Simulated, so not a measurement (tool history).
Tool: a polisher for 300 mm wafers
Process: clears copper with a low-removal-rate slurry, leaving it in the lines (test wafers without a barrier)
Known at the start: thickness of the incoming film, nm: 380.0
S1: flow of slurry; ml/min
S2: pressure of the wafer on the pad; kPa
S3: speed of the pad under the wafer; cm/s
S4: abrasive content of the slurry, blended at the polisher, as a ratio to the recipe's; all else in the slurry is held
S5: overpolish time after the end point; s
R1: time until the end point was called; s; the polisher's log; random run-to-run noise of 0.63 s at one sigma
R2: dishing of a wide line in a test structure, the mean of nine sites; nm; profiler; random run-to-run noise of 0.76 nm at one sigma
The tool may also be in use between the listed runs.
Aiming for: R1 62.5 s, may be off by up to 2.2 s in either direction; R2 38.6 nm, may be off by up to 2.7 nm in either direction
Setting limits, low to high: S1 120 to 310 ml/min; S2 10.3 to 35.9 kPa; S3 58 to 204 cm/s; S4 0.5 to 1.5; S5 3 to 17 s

run    day   S1    S2   S3  S4  S5      R1      R2
  1      0  200  22.8  130   1   9  103.87  25.323
  2  0.304  200  24.1  130   1   9  100.65  26.621
  3  0.612  200  25.5  130   1   9  96.234  26.417
  4  0.642  200  25.5  130   1   7  94.565  21.948
  5  0.875  200  25.5  130   1  10  96.622  29.833
  6  1.196  200  25.5  130   1  11  96.288  32.345
  7   1.35  200  26.9  130   1  11  91.197  33.241
  8  1.504  200  28.3  130   1  11  88.518  35.506
  9  1.871  200    29  132   1  11  85.456  34.877
 10  2.079  200  29.6  134   1  11  82.614   36.58
 11  2.138  200  29.6  134   1  11  82.709  35.329
 12  2.362  200  30.3  136   1  11  80.046  38.035
 13  2.392  200    31  138   1  11  76.324  38.339
 14  2.571  200  31.7  138   1  11  74.797  40.698
 15  2.779  200  32.4  138   1  11  73.788  39.169
 16  2.967  200  33.1  138   1  11  73.644  39.385
 17  3.167  200  33.1  140   1  11  73.339  41.234
 18  3.342  205  33.1  142   1  11   71.22  41.794
 19  3.621  205  34.5  146   1  10  65.766  38.957
 20  3.971  210  35.2  146   1  10  66.787  40.616
 21  4.188  205  35.2  146   1  10  65.974  40.629

Below are 4 possible settings for the next run. Only one of them brings all results inside the allowed miss of their targets. Which is it?
  A  4.404  190  35.9  146   0.9  10   ?   ?
  B  4.404  240  35.2  156   0.9   9   ?   ?
  C  4.404  200  34.5  136  0.95  11   ?   ?
  D  4.404  235  34.5  128   1.1  10   ?   ?

move      R1      R2
   A   65.87  41.179
   B  61.549  39.929
   C  71.682   41.48
   D  72.614  38.004
A: no nearer and no further than the last run
B: every result lands within tolerance
C: its largest miss is bigger than the last run's
D: its largest miss is bigger than the last run's
B meets every target.
